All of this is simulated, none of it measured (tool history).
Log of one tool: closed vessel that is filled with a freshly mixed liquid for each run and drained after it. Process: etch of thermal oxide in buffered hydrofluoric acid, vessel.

run	day	temperature setpoint of the liquid (K)	parts of 40 % ammonium fluoride to one part of 49 % hydrofluoric acid (parts by volume)	time in the liquid (s)	thickness taken off the thermal oxide on a monitor wafer (nm)
1	0	295.15	8.5	100	130.75
2	0.062	296.15	8.5	100	136.96
3	0.296	296.15	8.5	110	150.15
4	0.546	296.15	6	110	210.22
5	0.642	296.15	5	110	248.15
6	1.012	297.65	5	110	272.61
7	1.067	297.15	5	110	266.07
8	1.104	296.65	5	110	255.78
9	1.208	296.65	5	110	255.86
10	1.275	296.15	5	110	251.84

Run 11, settings as shown, results not yet in. Your forecast:
11	1.342	295.65	5	110	?

Logged for run 11: thickness taken off the thermal oxide on a monitor wafer (nm) 241.35.
